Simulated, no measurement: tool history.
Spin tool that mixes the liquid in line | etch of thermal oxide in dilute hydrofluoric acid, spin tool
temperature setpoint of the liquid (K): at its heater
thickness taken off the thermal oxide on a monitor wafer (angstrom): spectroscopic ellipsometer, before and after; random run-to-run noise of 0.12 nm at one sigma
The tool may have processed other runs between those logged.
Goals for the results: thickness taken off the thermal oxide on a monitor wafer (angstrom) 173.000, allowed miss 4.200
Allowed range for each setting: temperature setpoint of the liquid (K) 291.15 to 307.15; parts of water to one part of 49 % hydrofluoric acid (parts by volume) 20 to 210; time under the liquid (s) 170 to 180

run  hour  temperature setpoint of the liquid (K)  parts of water to one part of 49 % hydrofluoric acid (parts by volume)  time under the liquid (s)  thickness taken off the thermal oxide on a monitor wafer (angstrom)
  1   0.0                                  299.15                                                                     115                        170                                                               85.889
  2   5.7                                  302.65                                                                     115                        170                                                               97.273
  3  10.3                                  302.65                                                                      85                        170                                                              138.040
  4  18.9                                  303.15                                                                      85                        170                                                              137.770
  5  21.1                                  301.15                                                                      85                        170                                                              130.010
  6  24.9                                  304.15                                                                      85                        170                                                              146.710
  7  31.3                                  304.65                                                                      85                        170                                                              147.220
  8  34.1                                  306.15                                                                      80                        170                                                              166.280

Exercise: of the 4 proposed moves below, exactly one satisfies all targets within the stated allowed misses. Which move is it?
  A  36.9                                  307.15                                                                      85                        170                                                                    ?
  B  36.9                                  307.15                                                                      85                        180                                                                    ?
  C  36.9                                  306.15                                                                      85                        170                                                                    ?
  D  36.9                                  305.65                                                                      80                        170                                                                    ?

move  thickness taken off the thermal oxide on a monitor wafer (angstrom)
   A                                                              161.550
   B                                                              171.050
   C                                                              155.710
   D                                                              163.660
A: misses by more than the last run did
B: all results in spec
C: misses by more than the last run did
D: misses by more than the last run did
Go with B: it meets all targets.

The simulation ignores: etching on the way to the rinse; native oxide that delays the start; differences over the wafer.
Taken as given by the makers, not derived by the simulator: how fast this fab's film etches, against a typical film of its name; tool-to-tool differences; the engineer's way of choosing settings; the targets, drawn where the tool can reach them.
